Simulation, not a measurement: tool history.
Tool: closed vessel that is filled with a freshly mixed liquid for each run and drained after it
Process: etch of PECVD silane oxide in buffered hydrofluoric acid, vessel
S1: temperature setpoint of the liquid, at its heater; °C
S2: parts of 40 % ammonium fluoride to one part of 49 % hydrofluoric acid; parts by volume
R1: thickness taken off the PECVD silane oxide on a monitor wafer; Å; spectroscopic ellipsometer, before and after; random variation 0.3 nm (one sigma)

run 1 day=0 | S1=24 S2=12 time_in_the_liquid_(s)=95 | R1=1179.2
run 2 day=0.088 | S1=25.5 S2=12 time_in_the_liquid_(s)=95 | R1=1283
run 3 day=0.417 | S1=28 S2=12 time_in_the_liquid_(s)=95 | R1=1454.7
run 4 day=0.754 | S1=28 S2=12 time_in_the_liquid_(s)=95 | R1=1466.4
run 5 day=0.996 | S1=24.5 S2=12.5 time_in_the_liquid_(s)=95 | R1=1161.8
run 6 day=1.175 | S1=24.5 S2=14.5 time_in_the_liquid_(s)=95 | R1=1009.3
run 7 day=1.554 | S1=20.5 S2=14.5 time_in_the_liquid_(s)=95 | R1=817.01

Run 8 comes next. What will it give?
run 8 day=1.858 | S1=19 S2=14.5 time_in_the_liquid_(s)=95 | R1=?

R1: 744.75 Å
